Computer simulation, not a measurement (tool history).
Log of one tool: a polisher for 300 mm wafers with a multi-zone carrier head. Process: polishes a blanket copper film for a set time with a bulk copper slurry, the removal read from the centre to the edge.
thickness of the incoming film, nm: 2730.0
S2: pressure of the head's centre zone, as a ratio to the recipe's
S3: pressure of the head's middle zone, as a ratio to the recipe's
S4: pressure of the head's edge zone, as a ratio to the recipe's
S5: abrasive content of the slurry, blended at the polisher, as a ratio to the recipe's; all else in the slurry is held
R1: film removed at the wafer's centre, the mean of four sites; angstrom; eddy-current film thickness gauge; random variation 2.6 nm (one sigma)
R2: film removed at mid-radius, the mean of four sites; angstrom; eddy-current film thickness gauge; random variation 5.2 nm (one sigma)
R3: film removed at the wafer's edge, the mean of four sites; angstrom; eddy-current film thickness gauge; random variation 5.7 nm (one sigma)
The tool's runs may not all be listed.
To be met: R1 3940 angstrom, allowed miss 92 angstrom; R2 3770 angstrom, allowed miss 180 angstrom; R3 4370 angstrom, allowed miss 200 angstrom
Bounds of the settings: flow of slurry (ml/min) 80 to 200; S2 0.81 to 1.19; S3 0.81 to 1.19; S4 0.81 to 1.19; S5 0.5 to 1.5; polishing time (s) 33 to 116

{"run": 1, "day": 0.0, "flow of slurry (ml/min)": 130, "S2": 1, "S3": 1, "S4": 1, "S5": 1, "polishing time (s)": 74, "R1": 6045.3, "R2": 6122.2, "R3": 6107.5}
{"run": 2, "day": 0.271, "flow of slurry (ml/min)": 150, "S2": 1, "S3": 1, "S4": 1, "S5": 1, "polishing time (s)": 74, "R1": 6340, "R2": 6311.2, "R3": 6416.9}
{"run": 3, "day": 0.608, "flow of slurry (ml/min)": 145, "S2": 0.99, "S3": 0.98, "S4": 1, "S5": 0.95, "polishing time (s)": 72, "R1": 5987.8, "R2": 5824.9, "R3": 5912.1}
{"run": 4, "day": 0.921, "flow of slurry (ml/min)": 155, "S2": 0.99, "S3": 0.98, "S4": 1, "S5": 0.95, "polishing time (s)": 72, "R1": 6095, "R2": 6131.7, "R3": 6065.2}
{"run": 5, "day": 1.058, "flow of slurry (ml/min)": 145, "S2": 0.97, "S3": 0.96, "S4": 1.02, "S5": 0.9, "polishing time (s)": 71, "R1": 5632.4, "R2": 5688.9, "R3": 5826.4}
{"run": 6, "day": 1.208, "flow of slurry (ml/min)": 140, "S2": 0.97, "S3": 0.94, "S4": 1.03, "S5": 0.85, "polishing time (s)": 70, "R1": 5562.5, "R2": 5459.5, "R3": 5771.7}
{"run": 7, "day": 1.362, "flow of slurry (ml/min)": 135, "S2": 0.96, "S3": 0.92, "S4": 1.03, "S5": 0.8, "polishing time (s)": 69, "R1": 5251.1, "R2": 5071.5, "R3": 5437.4}
{"run": 8, "day": 1.512, "flow of slurry (ml/min)": 130, "S2": 0.95, "S3": 0.9, "S4": 1.02, "S5": 0.75, "polishing time (s)": 69, "R1": 4990.4, "R2": 4888.7, "R3": 5426.1}
{"run": 9, "day": 1.825, "flow of slurry (ml/min)": 130, "S2": 0.95, "S3": 0.89, "S4": 1, "S5": 0.7, "polishing time (s)": 68, "R1": 4923.4, "R2": 4693.1, "R3": 5118.5}
{"run": 10, "day": 2.112, "flow of slurry (ml/min)": 125, "S2": 0.94, "S3": 0.88, "S4": 0.99, "S5": 0.7, "polishing time (s)": 68, "R1": 4803.8, "R2": 4657, "R3": 5248.3}
{"run": 11, "day": 2.283, "flow of slurry (ml/min)": 125, "S2": 0.94, "S3": 0.88, "S4": 0.99, "S5": 0.65, "polishing time (s)": 67, "R1": 4655.1, "R2": 4435.3, "R3": 5041.9}
{"run": 12, "day": 2.404, "flow of slurry (ml/min)": 125, "S2": 0.94, "S3": 0.88, "S4": 0.98, "S5": 0.65, "polishing time (s)": 66, "R1": 4577, "R2": 4348.8, "R3": 4924.4}
{"run": 13, "day": 2.608, "flow of slurry (ml/min)": 90, "S2": 0.88, "S3": 0.81, "S4": 0.88, "S5": 0.5, "polishing time (s)": 66, "R1": 3520.4, "R2": 3524.4, "R3": 4040}
{"run": 14, "day": 2.788, "flow of slurry (ml/min)": 95, "S2": 0.88, "S3": 0.81, "S4": 0.89, "S5": 0.5, "polishing time (s)": 66, "R1": 3568.2, "R2": 3644, "R3": 4107.3}
{"run": 15, "day": 2.938, "flow of slurry (ml/min)": 115, "S2": 0.98, "S3": 0.81, "S4": 0.99, "S5": 0.55, "polishing time (s)": 63, "R1": 4211.6, "R2": 3738.8, "R3": 4310.8}
{"run": 16, "day": 3.196, "flow of slurry (ml/min)": 115, "S2": 0.97, "S3": 0.82, "S4": 0.99, "S5": 0.55, "polishing time (s)": 63, "R1": 4171, "R2": 3776.9, "R3": 4415.4}

5 next moves are on the table. One of them brings every result within its allowed miss. Which?
{"run": "A", "day": 3.454, "flow of slurry (ml/min)": 135, "S2": 0.95, "S3": 0.89, "S4": 0.95, "S5": 0.75, "polishing time (s)": 57, "R1": "?", "R2": "?", "R3": "?"}
{"run": "B", "day": 3.454, "flow of slurry (ml/min)": 145, "S2": 0.92, "S3": 1, "S4": 0.81, "S5": 0.8, "polishing time (s)": 53, "R1": "?", "R2": "?", "R3": "?"}
{"run": "C", "day": 3.454, "flow of slurry (ml/min)": 85, "S2": 0.97, "S3": 0.95, "S4": 0.85, "S5": 0.75, "polishing time (s)": 66, "R1": "?", "R2": "?", "R3": "?"}
{"run": "D", "day": 3.454, "flow of slurry (ml/min)": 125, "S2": 0.94, "S3": 0.86, "S4": 1.08, "S5": 0.75, "polishing time (s)": 55, "R1": "?", "R2": "?", "R3": "?"}
{"run": "E", "day": 3.454, "flow of slurry (ml/min)": 130, "S2": 0.94, "S3": 1.08, "S4": 0.92, "S5": 0.75, "polishing time (s)": 52, "R1": "?", "R2": "?", "R3": "?"}

move=A R1=4174.8 R2=4030.2 R3=4354.5
move=B R1=3893.6 R2=4199.3 R3=3905.5
move=C R1=4199 R2=4242.6 R3=4383.2
move=D R1=3902.1 R2=3729.7 R3=4382.8
move=E R1=3734.7 R2=4175.5 R3=3888.2
A: as far off as the last run
B: brings the result that was furthest off to its target, and leaves another outside
C: further off than the last run
D: meets every target
E: takes the result that was furthest off past its target
Answer: D
